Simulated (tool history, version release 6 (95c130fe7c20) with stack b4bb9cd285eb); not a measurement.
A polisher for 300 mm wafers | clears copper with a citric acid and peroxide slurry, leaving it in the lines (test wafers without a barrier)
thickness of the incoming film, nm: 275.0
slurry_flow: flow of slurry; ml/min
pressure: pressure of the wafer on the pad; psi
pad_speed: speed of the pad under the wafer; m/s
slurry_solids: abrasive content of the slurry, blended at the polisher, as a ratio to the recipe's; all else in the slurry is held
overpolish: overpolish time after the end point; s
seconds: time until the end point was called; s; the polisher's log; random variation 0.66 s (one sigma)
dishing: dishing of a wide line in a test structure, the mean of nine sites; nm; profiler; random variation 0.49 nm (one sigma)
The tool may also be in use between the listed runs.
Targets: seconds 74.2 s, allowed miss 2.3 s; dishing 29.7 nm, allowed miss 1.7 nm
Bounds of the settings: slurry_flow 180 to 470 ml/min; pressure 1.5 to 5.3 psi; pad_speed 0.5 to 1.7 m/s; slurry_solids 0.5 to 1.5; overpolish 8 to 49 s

run 1 hour=0 | slurry_flow=300 pressure=3.4 pad_speed=1.1 slurry_solids=1 overpolish=25 | seconds=87.223 dishing=56.725
run 2 hour=6.8 | slurry_flow=260 pressure=3.4 pad_speed=1.1 slurry_solids=1 overpolish=25 | seconds=87.36 dishing=55.33
run 3 hour=10.1 | slurry_flow=260 pressure=4.1 pad_speed=1.1 slurry_solids=1 overpolish=25 | seconds=73.758 dishing=63.975
run 4 hour=13.7 | slurry_flow=260 pressure=4.1 pad_speed=1.1 slurry_solids=0.9 overpolish=25 | seconds=75.979 dishing=62.773
run 5 hour=14.3 | slurry_flow=190 pressure=4.1 pad_speed=1.1 slurry_solids=0.9 overpolish=25 | seconds=78.086 dishing=62.537
run 6 hour=22.5 | slurry_flow=275 pressure=3.7 pad_speed=1.12 slurry_solids=1.1 overpolish=20 | seconds=76.324 dishing=52.805
run 7 hour=25.9 | slurry_flow=245 pressure=3.5 pad_speed=1.14 slurry_solids=1.2 overpolish=16 | seconds=77.522 dishing=41.45
run 8 hour=32.9 | slurry_flow=230 pressure=3.5 pad_speed=1.14 slurry_solids=1.25 overpolish=14 | seconds=78.564 dishing=38.139
run 9 hour=34 | slurry_flow=180 pressure=3.4 pad_speed=1.22 slurry_solids=1.5 overpolish=8 | seconds=73.777 dishing=24.215
run 10 hour=42.8 | slurry_flow=260 pressure=3.4 pad_speed=1.2 slurry_solids=1.35 overpolish=9 | seconds=74.262 dishing=27.012
-- hour=51.2 worn pad replaced by a new one
run 11 hour=51.2 | slurry_flow=255 pressure=3.5 pad_speed=1.2 slurry_solids=1.3 overpolish=10 | seconds=67.84 dishing=32.336
run 12 hour=56.1 | slurry_flow=240 pressure=3.5 pad_speed=1.2 slurry_solids=1.3 overpolish=10 | seconds=69.844 dishing=31.51
run 13 hour=58.9 | slurry_flow=235 pressure=3.4 pad_speed=1.2 slurry_solids=1.3 overpolish=10 | seconds=70.158 dishing=30.345

4 next moves are on the table. One of them brings every result within its allowed miss. Which?
run A hour=61.7 | slurry_flow=245 pressure=3.1 pad_speed=1.28 slurry_solids=1.15 overpolish=10 | seconds=? dishing=?
run B hour=61.7 | slurry_flow=220 pressure=3.5 pad_speed=1.04 slurry_solids=1.35 overpolish=11 | seconds=? dishing=?
run C hour=61.7 | slurry_flow=195 pressure=3.2 pad_speed=1.2 slurry_solids=1.05 overpolish=13 | seconds=? dishing=?
run D hour=61.7 | slurry_flow=180 pressure=3.3 pad_speed=1.08 slurry_solids=1.45 overpolish=11 | seconds=? dishing=?

move=A seconds=74.987 dishing=28.803
move=B seconds=78.655 dishing=30.193
move=C seconds=81.692 dishing=33.741
move=D seconds=80.586 dishing=29.483
A: meets every target
B: takes the result that was furthest off past its target
C: takes the result that was furthest off past its target
D: takes the result that was furthest off past its target
The right move is A.
